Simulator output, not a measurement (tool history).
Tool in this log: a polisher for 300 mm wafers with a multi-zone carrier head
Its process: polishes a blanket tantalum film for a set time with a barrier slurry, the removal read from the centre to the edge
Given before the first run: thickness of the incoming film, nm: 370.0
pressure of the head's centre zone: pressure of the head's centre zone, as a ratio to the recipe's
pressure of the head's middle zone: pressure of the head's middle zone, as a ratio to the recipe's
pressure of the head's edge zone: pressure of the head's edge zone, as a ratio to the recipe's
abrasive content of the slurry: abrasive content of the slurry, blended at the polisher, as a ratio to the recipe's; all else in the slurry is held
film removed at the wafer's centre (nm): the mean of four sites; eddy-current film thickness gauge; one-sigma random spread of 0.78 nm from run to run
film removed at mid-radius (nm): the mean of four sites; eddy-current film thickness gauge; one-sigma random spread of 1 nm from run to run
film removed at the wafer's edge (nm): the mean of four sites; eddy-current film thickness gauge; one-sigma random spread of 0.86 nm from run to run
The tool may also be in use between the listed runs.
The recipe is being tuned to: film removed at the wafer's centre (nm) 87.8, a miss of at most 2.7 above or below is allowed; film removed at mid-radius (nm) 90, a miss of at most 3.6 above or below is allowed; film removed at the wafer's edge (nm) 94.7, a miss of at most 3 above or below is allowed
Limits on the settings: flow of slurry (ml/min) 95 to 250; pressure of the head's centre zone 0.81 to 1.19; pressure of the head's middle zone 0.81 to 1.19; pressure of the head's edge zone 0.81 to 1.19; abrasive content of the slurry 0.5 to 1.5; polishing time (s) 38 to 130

run  hour  flow of slurry (ml/min)  pressure of the head's centre zone  pressure of the head's middle zone  pressure of the head's edge zone  abrasive content of the slurry  polishing time (s)  film removed at the wafer's centre (nm)  film removed at mid-radius (nm)  film removed at the wafer's edge (nm)
  1     0                      160                                   1                                   1                                 1                               1                  84                                   111.04                           111.13                                 108.63
  2   4.6                      150                                0.97                                0.97                              0.98                            0.95                  84                                   103.82                            103.7                                 105.47
  3     7                      150                                1.04                                0.97                              0.98                            0.95                  84                                    110.5                           103.23                                 103.12
  4  14.6                      150                                1.01                                0.97                              0.98                            0.95                  84                                   110.02                           102.22                                 104.79
  5  19.7                      145                                0.98                                0.97                              0.96                             0.9                  84                                   102.38                           101.41                                 101.46
  6  25.2                      135                                0.96                                0.96                              0.95                             0.9                  84                                   100.83                            99.16                                 99.946
  7  28.3                      130                                0.94                                0.95                              0.94                             0.9                  84                                   97.276                           98.745                                 99.474
  8  36.6                      130                                0.94                                0.95                              0.94                             0.9                  84                                    97.15                           98.796                                 97.771
  9  37.9                      125                                0.93                                0.93                              0.94                             0.9                  84                                   95.654                           96.029                                 98.233
 10  44.8                      125                                0.93                                0.93                              0.94                             0.9                  84                                   94.419                           93.477                                 98.204

Exactly one of the 5 candidate moves below puts every result within its allowed miss. Which one?
  A  51.7                      120                                0.87                                0.87                              0.88                             0.7                  95                                        ?                                ?                                      ?
  B  51.7                      125                                 0.9                                0.96                              0.95                            1.05                  79                                        ?                                ?                                      ?
  C  51.7                      200                                0.99                                0.89                              0.93                             0.6                  89                                        ?                                ?                                      ?
  D  51.7                       95                                0.93                                0.81                              0.98                             0.8                  86                                        ?                                ?                                      ?
  E  51.7                      160                                0.92                                0.85                              0.89                             0.8                  86                                        ?                                ?                                      ?

move  film removed at the wafer's centre (nm)  film removed at mid-radius (nm)  film removed at the wafer's edge (nm)
   A                                   88.035                           90.905                                 94.992
   B                                   91.272                           97.388                                 98.163
   C                                   92.803                           84.557                                 87.444
   D                                   87.156                            80.62                                 94.242
   E                                   94.924                           90.627                                 95.556
A: all results land within tolerance of their targets
B: better than the last run, though not everything is in spec
C: neither nearer nor further off than the last run
D: brings the last run's worst result on target, with another outside its allowed miss
E: moves away from the targets compared with the last run
The move that meets every target is A.
